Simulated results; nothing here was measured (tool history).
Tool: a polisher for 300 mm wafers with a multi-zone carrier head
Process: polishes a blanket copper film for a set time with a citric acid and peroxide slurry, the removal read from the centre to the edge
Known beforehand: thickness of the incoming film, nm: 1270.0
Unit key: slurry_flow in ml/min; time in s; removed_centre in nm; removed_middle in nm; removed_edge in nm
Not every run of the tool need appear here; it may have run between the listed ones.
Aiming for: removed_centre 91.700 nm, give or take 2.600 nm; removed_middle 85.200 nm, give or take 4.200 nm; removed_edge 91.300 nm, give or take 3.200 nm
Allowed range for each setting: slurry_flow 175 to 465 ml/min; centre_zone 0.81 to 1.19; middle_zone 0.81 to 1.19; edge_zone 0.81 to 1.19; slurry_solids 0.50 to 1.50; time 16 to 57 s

run 1 hour=0.0 | slurry_flow=295 centre_zone=1.00 middle_zone=1.00 edge_zone=1.00 slurry_solids=1.00 time=36 | removed_centre=68.203 removed_middle=67.592 removed_edge=65.206
run 2 hour=0.5 | slurry_flow=295 centre_zone=1.00 middle_zone=1.00 edge_zone=1.00 slurry_solids=0.85 time=36 | removed_centre=65.236 removed_middle=65.417 removed_edge=63.766
run 3 hour=8.5 | slurry_flow=295 centre_zone=1.00 middle_zone=1.00 edge_zone=1.00 slurry_solids=0.85 time=30 | removed_centre=54.586 removed_middle=54.897 removed_edge=53.723
run 4 hour=14.3 | slurry_flow=295 centre_zone=1.00 middle_zone=0.99 edge_zone=1.02 slurry_solids=0.95 time=32 | removed_centre=60.444 removed_middle=60.519 removed_edge=59.060
run 5 hour=15.8 | slurry_flow=295 centre_zone=1.00 middle_zone=0.99 edge_zone=1.02 slurry_solids=0.95 time=27 | removed_centre=50.120 removed_middle=50.865 removed_edge=49.868
run 6 hour=22.5 | slurry_flow=295 centre_zone=1.00 middle_zone=0.99 edge_zone=1.02 slurry_solids=0.80 time=27 | removed_centre=48.742 removed_middle=46.617 removed_edge=48.300
run 7 hour=27.7 | slurry_flow=295 centre_zone=1.00 middle_zone=0.97 edge_zone=1.04 slurry_solids=0.90 time=29 | removed_centre=53.693 removed_middle=51.652 removed_edge=53.122
run 8 hour=30.0 | slurry_flow=295 centre_zone=1.00 middle_zone=0.96 edge_zone=1.06 slurry_solids=1.00 time=31 | removed_centre=58.869 removed_middle=57.315 removed_edge=57.994
run 9 hour=32.8 | slurry_flow=295 centre_zone=0.99 middle_zone=0.94 edge_zone=1.07 slurry_solids=1.05 time=33 | removed_centre=63.579 removed_middle=59.336 removed_edge=63.512
run 10 hour=37.2 | slurry_flow=295 centre_zone=0.99 middle_zone=0.94 edge_zone=1.08 slurry_solids=1.10 time=34 | removed_centre=66.066 removed_middle=62.705 removed_edge=66.566
run 11 hour=40.6 | slurry_flow=295 centre_zone=0.99 middle_zone=0.94 edge_zone=1.09 slurry_solids=1.15 time=35 | removed_centre=67.715 removed_middle=66.812 removed_edge=68.991
run 12 hour=48.9 | slurry_flow=295 centre_zone=1.00 middle_zone=0.93 edge_zone=1.10 slurry_solids=1.20 time=36 | removed_centre=71.482 removed_middle=68.148 removed_edge=72.809
run 13 hour=54.8 | slurry_flow=300 centre_zone=1.01 middle_zone=0.93 edge_zone=1.11 slurry_solids=1.25 time=37 | removed_centre=75.724 removed_middle=70.393 removed_edge=75.461
run 14 hour=57.5 | slurry_flow=300 centre_zone=1.01 middle_zone=0.93 edge_zone=1.12 slurry_solids=1.30 time=38 | removed_centre=78.219 removed_middle=71.491 removed_edge=79.226
run 15 hour=60.0 | slurry_flow=300 centre_zone=1.01 middle_zone=0.94 edge_zone=1.12 slurry_solids=1.35 time=39 | removed_centre=81.414 removed_middle=75.657 removed_edge=80.206
run 16 hour=62.0 | slurry_flow=300 centre_zone=1.01 middle_zone=0.94 edge_zone=1.13 slurry_solids=1.35 time=39 | removed_centre=79.410 removed_middle=78.717 removed_edge=82.094
run 17 hour=71.0 | slurry_flow=340 centre_zone=1.11 middle_zone=0.92 edge_zone=1.19 slurry_solids=1.50 time=40 | removed_centre=93.087 removed_middle=77.057 removed_edge=90.599
run 18 hour=77.4 | slurry_flow=340 centre_zone=1.11 middle_zone=0.93 edge_zone=1.19 slurry_solids=1.50 time=40 | removed_centre=92.556 removed_middle=81.188 removed_edge=88.484
run 19 hour=83.5 | slurry_flow=340 centre_zone=1.10 middle_zone=0.93 edge_zone=1.19 slurry_solids=1.50 time=40 | removed_centre=93.024 removed_middle=79.228 removed_edge=88.042
run 20 hour=84.7 | slurry_flow=335 centre_zone=1.09 middle_zone=0.93 edge_zone=1.19 slurry_solids=1.50 time=40 | removed_centre=91.495 removed_middle=79.135 removed_edge=86.889
run 21 hour=86.3 | slurry_flow=335 centre_zone=1.09 middle_zone=0.93 edge_zone=1.19 slurry_solids=1.50 time=40 | removed_centre=92.274 removed_middle=79.206 removed_edge=88.322

Below are 4 possible settings for the next run. Only one of them brings all results inside the allowed miss of their targets. Which is it?
run A hour=87.9 | slurry_flow=380 centre_zone=1.12 middle_zone=0.88 edge_zone=1.14 slurry_solids=1.50 time=39 | removed_centre=? removed_middle=? removed_edge=?
run B hour=87.9 | slurry_flow=355 centre_zone=1.14 middle_zone=0.89 edge_zone=1.18 slurry_solids=1.50 time=39 | removed_centre=? removed_middle=? removed_edge=?
run C hour=87.9 | slurry_flow=345 centre_zone=1.05 middle_zone=0.94 edge_zone=1.19 slurry_solids=1.40 time=42 | removed_centre=? removed_middle=? removed_edge=?
run D hour=87.9 | slurry_flow=260 centre_zone=1.19 middle_zone=0.85 edge_zone=1.19 slurry_solids=1.40 time=40 | removed_centre=? removed_middle=? removed_edge=?

move=A removed_centre=91.589 removed_middle=78.182 removed_edge=86.058
move=B removed_centre=92.378 removed_middle=78.250 removed_edge=86.877
move=C removed_centre=91.185 removed_middle=85.426 removed_edge=92.103
move=D removed_centre=93.241 removed_middle=74.429 removed_edge=85.861
A: further off than the last run
B: further off than the last run
C: in spec on every target
D: further off than the last run
The move that meets every target is C.
